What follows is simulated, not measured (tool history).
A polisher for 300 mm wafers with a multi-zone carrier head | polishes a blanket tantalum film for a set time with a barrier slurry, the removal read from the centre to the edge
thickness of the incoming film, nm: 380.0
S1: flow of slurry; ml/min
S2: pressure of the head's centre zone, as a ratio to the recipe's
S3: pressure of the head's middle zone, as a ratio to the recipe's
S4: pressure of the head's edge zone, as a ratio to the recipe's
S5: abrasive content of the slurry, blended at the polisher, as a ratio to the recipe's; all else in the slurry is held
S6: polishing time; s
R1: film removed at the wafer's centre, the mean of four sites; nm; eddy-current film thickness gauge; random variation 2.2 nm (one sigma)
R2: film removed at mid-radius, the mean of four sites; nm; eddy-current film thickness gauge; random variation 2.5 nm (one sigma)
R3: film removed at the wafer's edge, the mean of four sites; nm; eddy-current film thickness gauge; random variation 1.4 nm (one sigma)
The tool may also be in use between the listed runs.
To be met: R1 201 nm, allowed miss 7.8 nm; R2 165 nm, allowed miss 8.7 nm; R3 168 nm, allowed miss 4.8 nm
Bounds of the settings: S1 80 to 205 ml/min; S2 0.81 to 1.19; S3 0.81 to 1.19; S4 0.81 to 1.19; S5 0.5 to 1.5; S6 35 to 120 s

run  hour   S1    S2    S3    S4    S5  S6      R1      R2      R3
  1     0  135     1     1     1     1  77  141.71  141.95  140.52
  2   4.1  160     1     1     1     1  77  151.23  147.81  141.96
  3   7.1  165  1.04  0.99  1.03   1.1  77   161.6  150.12  152.34
  4  11.7  175  1.07     1  1.04  1.15  77  174.22   157.8  153.56
  5    13  175  1.07     1  1.04  1.35  77  179.97  167.62  163.91
  6  19.3  175  1.07     1  1.04  1.15  77  169.61  155.99  155.26
  7    22  180   1.1     1  1.04   1.2  77  178.19  162.15  157.05
  8  28.2  180   1.1     1  1.04   1.2  77  176.74  166.41  157.66
  9  29.4  185  1.13  0.96  1.04   1.2  77  184.55  160.34  156.83
 10  29.9  190  1.14  0.95  1.06   1.2  77  187.91  158.24  163.02
 11    38  190  1.14  0.95  1.06   1.2  77  186.48  156.75  160.78
 12  44.7  195  1.15  0.95  1.07   1.2  77  193.85  155.49  161.07

5 next moves are on the table. One of them brings every result within its allowed miss. Which?
  A  51.4  160  1.11  1.01  0.81  0.95  94   ?   ?   ?
  B  51.4  205  1.19  0.98  1.12   0.9  86   ?   ?   ?
  C  51.4  205  1.19  1.09  0.94   1.2  79   ?   ?   ?
  D  51.4  160  1.17  1.05  1.02   1.1  86   ?   ?   ?
  E  51.4  205  1.17     1   1.1  0.95  80   ?   ?   ?

move      R1      R2      R3
   A  201.34  179.08  157.47
   B  203.22  163.35  170.05
   C  203.71  179.12   156.1
   D  203.15  176.95  167.46
   E  189.24  157.38  159.54
A: further off than the last run
B: meets every target
C: further off than the last run
D: brings the result that was furthest off to its target, and leaves another outside
E: further off than the last run
Answer: B
